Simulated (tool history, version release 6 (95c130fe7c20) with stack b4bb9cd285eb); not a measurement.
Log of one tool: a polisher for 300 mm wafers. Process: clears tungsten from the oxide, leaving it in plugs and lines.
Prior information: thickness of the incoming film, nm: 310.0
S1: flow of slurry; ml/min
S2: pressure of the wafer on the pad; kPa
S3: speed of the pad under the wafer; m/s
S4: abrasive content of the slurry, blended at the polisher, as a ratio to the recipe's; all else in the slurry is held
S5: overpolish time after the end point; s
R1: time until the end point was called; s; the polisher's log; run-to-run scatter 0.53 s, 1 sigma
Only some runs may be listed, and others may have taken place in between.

Run 1, hour 0: S1 225 ml/min, S2 33.1 kPa, S3 1.14 m/s, S4 1, S5 42 s. Result: R1 60.702 s.
Run 2, hour 2: S1 225 ml/min, S2 33.8 kPa, S3 1.14 m/s, S4 1, S5 42 s. Result: R1 59.535 s.
Run 3, hour 5.1: S1 225 ml/min, S2 33.8 kPa, S3 0.88 m/s, S4 1, S5 42 s. Result: R1 75.638 s.
Run 4, hour 5.9: S1 270 ml/min, S2 33.8 kPa, S3 0.88 m/s, S4 1, S5 42 s. Result: R1 74.975 s.
Run 5, hour 8.8: S1 220 ml/min, S2 33.8 kPa, S3 0.88 m/s, S4 1, S5 42 s. Result: R1 75.456 s.
Run 6, hour 15: S1 220 ml/min, S2 35.9 kPa, S3 0.88 m/s, S4 1, S5 42 s. Result: R1 72.371 s.
Run 7, hour 16.1: S1 220 ml/min, S2 37.9 kPa, S3 0.88 m/s, S4 1, S5 42 s. Result: R1 68.349 s.
Run 8, hour 17.7: S1 220 ml/min, S2 37.9 kPa, S3 0.88 m/s, S4 1, S5 42 s. Result: R1 69.244 s.
Run 9, hour 21.9: S1 220 ml/min, S2 40 kPa, S3 0.88 m/s, S4 1, S5 42 s. Result: R1 66.701 s.
Run 10, hour 29.1: S1 220 ml/min, S2 42.1 kPa, S3 0.88 m/s, S4 1, S5 42 s. Result: R1 63.4 s.
Run 11, hour 37: S1 220 ml/min, S2 43.4 kPa, S3 0.88 m/s, S4 1, S5 42 s. Result: R1 63.137 s.

The next listed run, before its measurement:
Run 12, hour 40: S1 220 ml/min, S2 44.8 kPa, S3 0.9 m/s, S4 1, S5 42 s. Result: R1 ?.

R1: 59.163 s
